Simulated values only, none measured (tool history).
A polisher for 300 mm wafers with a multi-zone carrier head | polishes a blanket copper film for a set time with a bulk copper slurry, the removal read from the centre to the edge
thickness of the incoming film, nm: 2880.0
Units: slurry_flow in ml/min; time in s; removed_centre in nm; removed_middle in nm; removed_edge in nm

run 1 hour=0 | slurry_flow=145 centre_zone=1 middle_zone=1 edge_zone=1 slurry_solids=1 time=58 | removed_centre=540.21 removed_middle=559.2 removed_edge=556.36
run 2 hour=7.7 | slurry_flow=165 centre_zone=1 middle_zone=1 edge_zone=1 slurry_solids=1 time=58 | removed_centre=535.54 removed_middle=554.25 removed_edge=564.49
run 3 hour=8.5 | slurry_flow=165 centre_zone=1 middle_zone=1 edge_zone=1 slurry_solids=1 time=68 | removed_centre=641.42 removed_middle=654.01 removed_edge=657.65
run 4 hour=11 | slurry_flow=190 centre_zone=1 middle_zone=1 edge_zone=1 slurry_solids=1 time=68 | removed_centre=656.47 removed_middle=654.71 removed_edge=657.06
run 5 hour=18.1 | slurry_flow=190 centre_zone=1.01 middle_zone=0.97 edge_zone=0.97 slurry_solids=0.9 time=60 | removed_centre=574 removed_middle=559.82 removed_edge=570.09
run 6 hour=19.8 | slurry_flow=170 centre_zone=1.02 middle_zone=0.94 edge_zone=0.94 slurry_solids=0.8 time=54 | removed_centre=488.79 removed_middle=467.85 removed_edge=482.3
run 7 hour=22.4 | slurry_flow=170 centre_zone=1.03 middle_zone=0.92 edge_zone=0.93 slurry_solids=0.75 time=49 | removed_centre=437.49 removed_middle=411.33 removed_edge=429.27
run 8 hour=25.3 | slurry_flow=165 centre_zone=1.04 middle_zone=0.9 edge_zone=0.92 slurry_solids=0.7 time=46 | removed_centre=418.83 removed_middle=363.6 removed_edge=390.22

Run 9 comes next. What will it give?
run 9 hour=33.7 | slurry_flow=155 centre_zone=1.03 middle_zone=0.88 edge_zone=0.9 slurry_solids=0.65 time=44 | removed_centre=? removed_middle=? removed_edge=?

Run 9 gave removed_centre 374.2 nm, removed_middle 336.2 nm, removed_edge 364.58 nm.

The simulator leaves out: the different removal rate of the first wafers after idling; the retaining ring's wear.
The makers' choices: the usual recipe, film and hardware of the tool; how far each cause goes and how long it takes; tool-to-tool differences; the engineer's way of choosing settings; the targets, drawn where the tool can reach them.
